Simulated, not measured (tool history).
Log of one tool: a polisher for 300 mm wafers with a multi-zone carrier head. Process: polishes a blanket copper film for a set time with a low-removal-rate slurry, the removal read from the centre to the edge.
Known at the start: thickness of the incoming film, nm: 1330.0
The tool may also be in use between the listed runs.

run	hour	flow of slurry (ml/min)	pressure of the head's centre zone	pressure of the head's middle zone	pressure of the head's edge zone	abrasive content of the slurry	polishing time (s)	film removed at the wafer's centre (nm)	film removed at mid-radius (nm)	film removed at the wafer's edge (nm)
1	0.0	285	1.00	1.00	1.00	1.00	57	224.34	220.01	226.59
2	5.0	240	1.00	1.00	1.00	1.00	57	219.83	217.50	219.98
3	8.8	265	1.02	1.01	1.04	1.10	57	229.24	226.40	230.25
4	17.8	265	1.02	0.96	1.04	1.10	57	233.61	216.61	232.62
5	25.7	285	1.03	0.97	1.07	1.20	58	243.54	226.55	244.09
6	27.7	300	1.04	0.97	1.09	1.25	59	252.60	234.25	253.98

Forecast run 7:
7	31.8	310	1.04	0.97	1.11	1.30	60	?	?	?

{"run 7": {"film removed at the wafer's centre (nm)": 260.52, "film removed at mid-radius (nm)": 241.29, "film removed at the wafer's edge (nm)": 264.91}}
